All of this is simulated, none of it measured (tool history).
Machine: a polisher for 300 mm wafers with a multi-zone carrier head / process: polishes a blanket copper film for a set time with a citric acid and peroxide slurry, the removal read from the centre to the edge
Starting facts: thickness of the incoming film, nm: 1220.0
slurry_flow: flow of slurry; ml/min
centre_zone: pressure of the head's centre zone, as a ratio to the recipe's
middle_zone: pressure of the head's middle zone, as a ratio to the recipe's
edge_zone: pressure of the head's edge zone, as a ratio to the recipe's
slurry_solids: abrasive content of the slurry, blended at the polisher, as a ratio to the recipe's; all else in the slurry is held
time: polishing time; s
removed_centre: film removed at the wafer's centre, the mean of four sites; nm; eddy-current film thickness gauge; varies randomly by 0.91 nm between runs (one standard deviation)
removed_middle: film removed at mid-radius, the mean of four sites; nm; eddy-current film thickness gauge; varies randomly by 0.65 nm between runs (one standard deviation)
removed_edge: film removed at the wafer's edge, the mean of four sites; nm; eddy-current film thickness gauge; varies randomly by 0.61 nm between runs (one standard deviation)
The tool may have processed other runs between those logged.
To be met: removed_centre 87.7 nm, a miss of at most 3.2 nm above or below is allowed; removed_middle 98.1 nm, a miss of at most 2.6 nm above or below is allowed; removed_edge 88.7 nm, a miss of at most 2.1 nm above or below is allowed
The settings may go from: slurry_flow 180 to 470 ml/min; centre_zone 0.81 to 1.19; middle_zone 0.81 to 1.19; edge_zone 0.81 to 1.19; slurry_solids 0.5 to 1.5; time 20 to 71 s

Run 1, hour 0: slurry_flow 300 ml/min, centre_zone 1, middle_zone 1, edge_zone 1, slurry_solids 1, time 45 s. Result: removed_centre 68.503 nm, removed_middle 76.323 nm, removed_edge 76.353 nm.
Run 2, hour 3.5: slurry_flow 300 ml/min, centre_zone 1, middle_zone 1, edge_zone 1, slurry_solids 1.2, time 45 s. Result: removed_centre 70.941 nm, removed_middle 80.178 nm, removed_edge 80.682 nm.
Run 3, hour 8.7: slurry_flow 310 ml/min, centre_zone 1.02, middle_zone 1.02, edge_zone 1.01, slurry_solids 1.2, time 45 s. Result: removed_centre 72.203 nm, removed_middle 81.227 nm, removed_edge 80.196 nm.
Run 4, hour 11.6: slurry_flow 310 ml/min, centre_zone 1.02, middle_zone 1.1, edge_zone 1.01, slurry_solids 1.2, time 45 s. Result: removed_centre 74.225 nm, removed_middle 85.433 nm, removed_edge 79.871 nm.
Run 5, hour 20.3: slurry_flow 310 ml/min, centre_zone 0.96, middle_zone 1.1, edge_zone 1.01, slurry_solids 1.2, time 45 s. Result: removed_centre 67.311 nm, removed_middle 85.926 nm, removed_edge 81.239 nm.
At hour 27.4: centre zone pressure recalibrated.
Run 6, hour 27.4: slurry_flow 310 ml/min, centre_zone 0.96, middle_zone 1.1, edge_zone 0.98, slurry_solids 1.2, time 45 s. Result: removed_centre 77.089 nm, removed_middle 85.05 nm, removed_edge 78.655 nm.
Run 7, hour 32.4: slurry_flow 315 ml/min, centre_zone 0.97, middle_zone 1.11, edge_zone 0.98, slurry_solids 1.25, time 45 s. Result: removed_centre 79.076 nm, removed_middle 86.928 nm, removed_edge 80.347 nm.
Run 8, hour 35.2: slurry_flow 325 ml/min, centre_zone 0.97, middle_zone 1.12, edge_zone 0.98, slurry_solids 1.3, time 45 s. Result: removed_centre 79.3 nm, removed_middle 88.424 nm, removed_edge 80.137 nm.
Run 9, hour 39.2: slurry_flow 330 ml/min, centre_zone 0.97, middle_zone 1.12, edge_zone 0.98, slurry_solids 1.35, time 45 s. Result: removed_centre 80.03 nm, removed_middle 89.373 nm, removed_edge 81.601 nm.
Run 10, hour 47.9: slurry_flow 335 ml/min, centre_zone 0.98, middle_zone 1.12, edge_zone 0.98, slurry_solids 1.35, time 45 s. Result: removed_centre 81.098 nm, removed_middle 89.918 nm, removed_edge 82.161 nm.

Which single option among these 5 for the next run brings every result within its allowed miss of target? Just one does.
Run A, hour 56.6: slurry_flow 345 ml/min, centre_zone 1.06, middle_zone 1.11, edge_zone 0.95, slurry_solids 1.45, time 49 s. Result: removed_centre ?, removed_middle ?, removed_edge ?.
Run B, hour 56.6: slurry_flow 285 ml/min, centre_zone 0.92, middle_zone 1.07, edge_zone 0.98, slurry_solids 1.5, time 48 s. Result: removed_centre ?, removed_middle ?, removed_edge ?.
Run C, hour 56.6: slurry_flow 410 ml/min, centre_zone 1.03, middle_zone 0.99, edge_zone 0.84, slurry_solids 1.35, time 49 s. Result: removed_centre ?, removed_middle ?, removed_edge ?.
Run D, hour 56.6: slurry_flow 335 ml/min, centre_zone 0.93, middle_zone 1.19, edge_zone 1.05, slurry_solids 1.4, time 47 s. Result: removed_centre ?, removed_middle ?, removed_edge ?.
Run E, hour 56.6: slurry_flow 390 ml/min, centre_zone 1, middle_zone 1.17, edge_zone 1.03, slurry_solids 1.5, time 46 s. Result: removed_centre ?, removed_middle ?, removed_edge ?.

move  removed_centre  removed_middle  removed_edge
   A          97.718          99.762        89.064
   B          81.827          94.212        87.845
   C          94.829           92.08        84.217
   D          81.292          99.495        88.389
   E          88.215          98.993        88.017
A: brings the result that was furthest off to its target, and leaves another outside
B: an improvement on the last run, though not all results are within tolerance
C: an improvement on the last run, though not all results are within tolerance
D: brings the result that was furthest off to its target, and leaves another outside
E: hits every target within its allowed miss
The move that meets every target is E.

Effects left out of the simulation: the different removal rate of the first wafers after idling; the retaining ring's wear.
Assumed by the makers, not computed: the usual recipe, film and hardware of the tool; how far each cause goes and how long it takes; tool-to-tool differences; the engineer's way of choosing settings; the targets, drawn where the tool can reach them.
